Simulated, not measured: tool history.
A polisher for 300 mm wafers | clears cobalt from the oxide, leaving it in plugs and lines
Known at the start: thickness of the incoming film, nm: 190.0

run  hour  flow of slurry (ml/min)  pressure of the wafer on the pad (kPa)  speed of the pad under the wafer (cm/s)  overpolish time after the end point (s)  time until the end point was called (s)  dishing of a wide line in a test structure (nm)
  1     0                      160                                    14.5                                      122                                       27                                   35.475                                           58.235
  2   2.8                      145                                    14.5                                      122                                       27                                    35.56                                           61.797
  3   8.5                      145                                    13.1                                      122                                       27                                   39.395                                           59.788
  4  16.2                      145                                    12.4                                      122                                       27                                   40.932                                           57.642
  5  21.5                      145                                    10.3                                      122                                       27                                   49.958                                           52.476
  6  25.8                      145                                    10.3                                      122                                       22                                   48.617                                           50.931
  7    30                      140                                    10.3                                      122                                       25                                   50.388                                           53.964

The next listed run, before its measurement:
  8  31.7                      140                                    10.3                                      122                                       27                                        ?                                                ?

time until the end point was called (s): 51.064
dishing of a wide line in a test structure (nm): 54.008
